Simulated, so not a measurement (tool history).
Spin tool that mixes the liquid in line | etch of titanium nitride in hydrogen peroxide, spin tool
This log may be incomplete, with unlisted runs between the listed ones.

| run | hour | temperature setpoint of the liquid (K) | concentration of hydrogen peroxide in the mixed liquid (% by weight) | time under the liquid (s) | thickness taken off the titanium nitride on a monitor wafer (angstrom) |
|---|---|---|---|---|---|
| 1 | 0 | 316.15 | 20 | 310 | 39.546 |
| 2 | 6.4 | 316.15 | 24 | 310 | 41.244 |
| 3 | 11.1 | 309.65 | 24 | 310 | 25.385 |
| 4 | 15.7 | 315.65 | 24.5 | 310 | 40.029 |
| 5 | 17.6 | 319.65 | 24.5 | 310 | 53.531 |
| 6 | 23.8 | 319.65 | 24.5 | 310 | 55.57 |
| 7 | 28.3 | 321.65 | 24.5 | 310 | 63.935 |

The next listed run, before its measurement:
| 8 | 32.3 | 323.15 | 24.5 | 310 | ? |

{"run 8": {"thickness taken off the titanium nitride on a monitor wafer (angstrom)": 70.196}}
